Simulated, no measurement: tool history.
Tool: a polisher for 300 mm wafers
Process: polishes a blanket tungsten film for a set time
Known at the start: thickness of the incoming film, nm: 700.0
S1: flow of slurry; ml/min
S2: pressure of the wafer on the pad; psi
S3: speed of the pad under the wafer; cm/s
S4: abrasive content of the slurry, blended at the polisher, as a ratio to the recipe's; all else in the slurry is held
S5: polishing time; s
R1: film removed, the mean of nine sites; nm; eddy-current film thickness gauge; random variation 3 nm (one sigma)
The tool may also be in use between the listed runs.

run 1 hour=0 | S1=305 S2=4.8 S3=140 S4=1 S5=38 | R1=255.98
run 2 hour=3.8 | S1=305 S2=4.8 S3=140 S4=0.8 S5=38 | R1=239.7
run 3 hour=11.9 | S1=305 S2=5.6 S3=140 S4=0.8 S5=38 | R1=276.59
run 4 hour=17 | S1=305 S2=6.2 S3=140 S4=0.8 S5=38 | R1=307.11
run 5 hour=23.5 | S1=305 S2=6.2 S3=128 S4=0.8 S5=38 | R1=282.11
run 6 hour=25.3 | S1=305 S2=6.2 S3=128 S4=0.8 S5=40 | R1=299.52

Forecast run 7:
run 7 hour=28.7 | S1=305 S2=6.6 S3=130 S4=0.8 S5=40 | R1=?

Run 7 gave R1 319.51 nm.
